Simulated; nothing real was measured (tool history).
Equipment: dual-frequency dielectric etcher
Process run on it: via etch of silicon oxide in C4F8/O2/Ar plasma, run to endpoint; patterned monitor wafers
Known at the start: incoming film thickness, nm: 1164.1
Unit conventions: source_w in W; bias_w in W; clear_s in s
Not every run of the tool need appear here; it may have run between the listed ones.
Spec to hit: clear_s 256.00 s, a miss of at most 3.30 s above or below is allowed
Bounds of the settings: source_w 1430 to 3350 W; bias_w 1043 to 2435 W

run  hour  source_w  bias_w  clear_s
  1   0.0      2390    1739   240.76
  2   8.7      2310    1732   245.71
  3  11.5      1950    1732   262.65
  4  13.0      1950    1467   282.07
  5  21.7      1950    1588   271.10
  6  25.2      1670    1588   287.27
  7  32.3      1810    1595   278.57
  8  37.6      1920    1600   269.95

Which single option among these 5 for the next run brings every result within its allowed miss of target? Just one does.
  A  42.9      1690    1678        ?
  B  42.9      1890    1547        ?
  C  42.9      2390    1526        ?
  D  42.9      2000    1628        ?
  E  42.9      2170    1783        ?

move  clear_s
   A   280.52
   B   278.25
   C   254.80
   D   265.95
   E   247.48
A: misses by more than the last run did
B: misses by more than the last run did
C: each result inside its tolerance
D: nearer the targets than the last run, but a result is still out of spec
E: pushes the last run's worst result past its target
Answer: C
